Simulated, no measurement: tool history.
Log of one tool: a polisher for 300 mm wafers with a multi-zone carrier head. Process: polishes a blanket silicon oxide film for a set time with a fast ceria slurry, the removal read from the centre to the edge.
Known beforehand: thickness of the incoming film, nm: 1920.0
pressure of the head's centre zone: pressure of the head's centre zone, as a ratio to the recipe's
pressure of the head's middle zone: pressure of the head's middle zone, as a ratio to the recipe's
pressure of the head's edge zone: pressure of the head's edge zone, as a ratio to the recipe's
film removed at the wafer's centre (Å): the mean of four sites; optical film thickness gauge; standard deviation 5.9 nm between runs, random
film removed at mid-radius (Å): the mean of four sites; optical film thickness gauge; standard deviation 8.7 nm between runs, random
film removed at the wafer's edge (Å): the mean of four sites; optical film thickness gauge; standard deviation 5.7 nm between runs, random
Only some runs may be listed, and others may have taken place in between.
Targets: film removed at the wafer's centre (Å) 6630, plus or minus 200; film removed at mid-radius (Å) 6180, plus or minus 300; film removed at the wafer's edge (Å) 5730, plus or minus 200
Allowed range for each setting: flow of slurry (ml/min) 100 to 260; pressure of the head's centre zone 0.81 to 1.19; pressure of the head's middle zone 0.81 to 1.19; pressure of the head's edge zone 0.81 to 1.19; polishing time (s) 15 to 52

| run | hour | flow of slurry (ml/min) | pressure of the head's centre zone | pressure of the head's middle zone | pressure of the head's edge zone | polishing time (s) | film removed at the wafer's centre (Å) | film removed at mid-radius (Å) | film removed at the wafer's edge (Å) |
|---|---|---|---|---|---|---|---|---|---|
| 1 | 0 | 165 | 1 | 1 | 1 | 33 | 7603.1 | 7453.2 | 7438.1 |
| 2 | 6.4 | 160 | 1.01 | 1 | 0.95 | 31 | 7143.4 | 6825.5 | 6657.9 |
| 3 | 15.3 | 160 | 1.04 | 1 | 0.95 | 31 | 7184.4 | 6985.2 | 6781.3 |
| 4 | 21.8 | 165 | 1.05 | 0.99 | 0.91 | 30 | 7223 | 6702.8 | 6350.9 |
| 5 | 24.9 | 165 | 1.05 | 1.03 | 0.91 | 30 | 7228 | 6759.3 | 6397.3 |
| 6 | 33.3 | 155 | 1.04 | 1.02 | 0.88 | 30 | 7011.3 | 6891 | 6220.2 |
| 7 | 33.9 | 150 | 1.04 | 0.99 | 0.87 | 30 | 6946.1 | 6588.3 | 6095 |
| 8 | 35.5 | 140 | 1.04 | 0.98 | 0.86 | 30 | 6896.5 | 6638.3 | 5953.5 |
| 9 | 38.3 | 135 | 1.04 | 0.96 | 0.86 | 30 | 6781.1 | 6496.5 | 6102.8 |
| 10 | 45.9 | 125 | 1.07 | 0.96 | 0.82 | 28 | 6427.1 | 5945.3 | 5397 |
| 11 | 51.2 | 130 | 1.07 | 0.96 | 0.83 | 28 | 6550.4 | 5823.3 | 5506.6 |

Which of these 4 next moves meets every target?
| A | 56.5 | 140 | 1.07 | 0.96 | 1.03 | 28 | ? | ? | ? |
| B | 56.5 | 115 | 1.06 | 0.98 | 0.82 | 30 | ? | ? | ? |
| C | 56.5 | 155 | 1.12 | 0.87 | 0.97 | 26 | ? | ? | ? |
| D | 56.5 | 145 | 1.12 | 1 | 0.84 | 26 | ? | ? | ? |

| move | film removed at the wafer's centre (Å) | film removed at mid-radius (Å) | film removed at the wafer's edge (Å) |
|---|---|---|---|
| A | 6646.1 | 5805.5 | 6161.4 |
| B | 6735.7 | 6038.3 | 5770.4 |
| C | 6595.9 | 5224.6 | 5636.5 |
| D | 6511.2 | 5543.5 | 5224.9 |
A: the biggest miss grows against the last run
B: all results land within tolerance of their targets
C: the biggest miss grows against the last run
D: the biggest miss grows against the last run
Move B is the one to make.
